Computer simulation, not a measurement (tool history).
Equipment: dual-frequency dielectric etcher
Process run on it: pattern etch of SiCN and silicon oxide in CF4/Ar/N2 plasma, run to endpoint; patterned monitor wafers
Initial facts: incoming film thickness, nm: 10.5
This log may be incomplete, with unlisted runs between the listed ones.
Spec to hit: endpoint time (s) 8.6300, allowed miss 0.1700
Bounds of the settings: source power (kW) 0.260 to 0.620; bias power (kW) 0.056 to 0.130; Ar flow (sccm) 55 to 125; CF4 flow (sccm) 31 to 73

{"run": 1, "hour": 0.0, "source power (kW)": 0.44, "bias power (kW)": 0.093, "Ar flow (sccm)": 90, "CF4 flow (sccm)": 52, "endpoint time (s)": 11.153}
{"run": 2, "hour": 1.7, "source power (kW)": 0.44, "bias power (kW)": 0.093, "Ar flow (sccm)": 103, "CF4 flow (sccm)": 52, "endpoint time (s)": 11.436}
{"run": 3, "hour": 5.0, "source power (kW)": 0.49, "bias power (kW)": 0.094, "Ar flow (sccm)": 103, "CF4 flow (sccm)": 52, "endpoint time (s)": 10.132}
{"run": 4, "hour": 6.1, "source power (kW)": 0.51, "bias power (kW)": 0.094, "Ar flow (sccm)": 103, "CF4 flow (sccm)": 52, "endpoint time (s)": 9.7931}
{"run": 5, "hour": 11.4, "source power (kW)": 0.47, "bias power (kW)": 0.094, "Ar flow (sccm)": 103, "CF4 flow (sccm)": 52, "endpoint time (s)": 10.756}
{"run": 6, "hour": 17.6, "source power (kW)": 0.5, "bias power (kW)": 0.095, "Ar flow (sccm)": 103, "CF4 flow (sccm)": 52, "endpoint time (s)": 9.9434}
{"run": 7, "hour": 21.3, "source power (kW)": 0.52, "bias power (kW)": 0.095, "Ar flow (sccm)": 103, "CF4 flow (sccm)": 52, "endpoint time (s)": 9.6114}
{"run": 8, "hour": 24.8, "source power (kW)": 0.54, "bias power (kW)": 0.095, "Ar flow (sccm)": 103, "CF4 flow (sccm)": 52, "endpoint time (s)": 9.3258}
{"run": 9, "hour": 32.9, "source power (kW)": 0.55, "bias power (kW)": 0.095, "Ar flow (sccm)": 103, "CF4 flow (sccm)": 52, "endpoint time (s)": 9.1397}
{"run": 10, "hour": 36.0, "source power (kW)": 0.56, "bias power (kW)": 0.095, "Ar flow (sccm)": 103, "CF4 flow (sccm)": 52, "endpoint time (s)": 8.9183}
{"run": 11, "hour": 42.9, "source power (kW)": 0.57, "bias power (kW)": 0.095, "Ar flow (sccm)": 103, "CF4 flow (sccm)": 52, "endpoint time (s)": 8.7791}

Exercise: of the 5 proposed moves below, exactly one satisfies all targets within the stated allowed misses. Which move is it?
{"run": "A", "hour": 49.8, "source power (kW)": 0.5, "bias power (kW)": 0.118, "Ar flow (sccm)": 88, "CF4 flow (sccm)": 55, "endpoint time (s)": "?"}
{"run": "B", "hour": 49.8, "source power (kW)": 0.56, "bias power (kW)": 0.097, "Ar flow (sccm)": 92, "CF4 flow (sccm)": 48, "endpoint time (s)": "?"}
{"run": "C", "hour": 49.8, "source power (kW)": 0.61, "bias power (kW)": 0.086, "Ar flow (sccm)": 93, "CF4 flow (sccm)": 48, "endpoint time (s)": "?"}
{"run": "D", "hour": 49.8, "source power (kW)": 0.54, "bias power (kW)": 0.102, "Ar flow (sccm)": 113, "CF4 flow (sccm)": 55, "endpoint time (s)": "?"}
{"run": "E", "hour": 49.8, "source power (kW)": 0.54, "bias power (kW)": 0.094, "Ar flow (sccm)": 113, "CF4 flow (sccm)": 59, "endpoint time (s)": "?"}

move=A endpoint_time_(s)=8.8796
move=B endpoint_time_(s)=8.9206
move=C endpoint_time_(s)=8.6308
move=D endpoint_time_(s)=9.0351
move=E endpoint_time_(s)=9.1869
A: misses by more than the last run did
B: misses by more than the last run did
C: all results in spec
D: misses by more than the last run did
E: misses by more than the last run did
C meets every target.

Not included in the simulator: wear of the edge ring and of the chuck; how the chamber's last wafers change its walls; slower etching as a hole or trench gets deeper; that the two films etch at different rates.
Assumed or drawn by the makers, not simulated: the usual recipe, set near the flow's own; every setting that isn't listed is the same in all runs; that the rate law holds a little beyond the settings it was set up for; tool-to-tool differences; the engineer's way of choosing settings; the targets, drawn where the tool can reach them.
